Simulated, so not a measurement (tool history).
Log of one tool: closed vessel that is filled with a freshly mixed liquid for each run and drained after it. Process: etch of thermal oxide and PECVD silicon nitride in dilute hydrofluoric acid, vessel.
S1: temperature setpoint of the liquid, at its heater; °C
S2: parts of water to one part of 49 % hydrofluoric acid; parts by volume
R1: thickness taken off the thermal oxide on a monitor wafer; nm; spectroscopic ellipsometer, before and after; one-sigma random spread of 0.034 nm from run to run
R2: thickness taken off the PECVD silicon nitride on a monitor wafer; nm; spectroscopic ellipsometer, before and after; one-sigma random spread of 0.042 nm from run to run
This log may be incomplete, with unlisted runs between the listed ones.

run 1 hour=0 | S1=23 S2=265 time_in_the_liquid_(s)=655 | R1=8.4428 R2=9.7694
run 2 hour=6.3 | S1=23 S2=265 time_in_the_liquid_(s)=445 | R1=5.6566 R2=6.655
run 3 hour=9.2 | S1=23 S2=265 time_in_the_liquid_(s)=560 | R1=7.063 R2=8.4141
run 4 hour=12.9 | S1=25.5 S2=265 time_in_the_liquid_(s)=560 | R1=7.6674 R2=9.9114
run 5 hour=21.2 | S1=25.5 S2=265 time_in_the_liquid_(s)=840 | R1=11.636 R2=14.635
run 6 hour=26.9 | S1=25 S2=310 time_in_the_liquid_(s)=845 | R1=9.4457 R2=12.242

Forecast run 7:
run 7 hour=33 | S1=25 S2=345 time_in_the_liquid_(s)=845 | R1=? R2=?

Run 7 came out at R1 8.1138 nm, R2 10.828 nm.
